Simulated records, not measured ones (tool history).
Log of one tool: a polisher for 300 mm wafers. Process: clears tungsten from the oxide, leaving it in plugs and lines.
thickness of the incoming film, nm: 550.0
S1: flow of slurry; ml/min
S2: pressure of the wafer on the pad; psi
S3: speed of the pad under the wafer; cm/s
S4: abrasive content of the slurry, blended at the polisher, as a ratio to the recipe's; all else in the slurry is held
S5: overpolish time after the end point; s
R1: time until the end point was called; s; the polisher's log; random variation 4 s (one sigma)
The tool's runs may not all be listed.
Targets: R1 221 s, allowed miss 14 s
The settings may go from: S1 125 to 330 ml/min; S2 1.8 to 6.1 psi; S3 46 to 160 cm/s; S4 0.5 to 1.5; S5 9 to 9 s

run    day   S1   S2   S3  S4  S5      R1
  1      0  210  3.9  102   1   9  116.96
  2  0.275  210  3.5  102   1   9  130.15
  3  0.633  210  3.5  102   1   9  135.12
  4  0.771  210  3.4  102   1   9  135.66
  5  1.088  210  3.4  102   1   9  139.29
  6  1.408  250  3.4  102   1   9  128.79
  7  1.746  245  3.2  102   1   9  141.75
  8  1.858  245  3.1  102   1   9  142.73
  9  1.933  245    3  102   1   9  149.54
 10  2.062  245    3  102   1   9  148.91
 11  2.254  245  2.9  102   1   9   158.2
 12  2.604  245  2.8  102   1   9  158.81
 13  2.792  245  2.7  102   1   9  163.01
 14  2.896  245  2.6  102   1   9     173
 15  3.225  245  1.8  100   1   9  242.23

5 next moves are on the table. One of them brings every result within its allowed miss. Which?
  A  3.554  210  2.5  84     1   9   ?
  B  3.554  145  2.2  82     1   9   ?
  C  3.554  200  1.8  86     1   9   ?
  D  3.554  230  2.1  88     1   9   ?
  E  3.554  215  2.9  58  0.95   9   ?

move      R1
   A  219.04
   B  269.84
   C  294.19
   D  244.22
   E  273.75
A: meets every target
B: further off than the last run
C: further off than the last run
D: further off than the last run
E: further off than the last run
The right move is A.
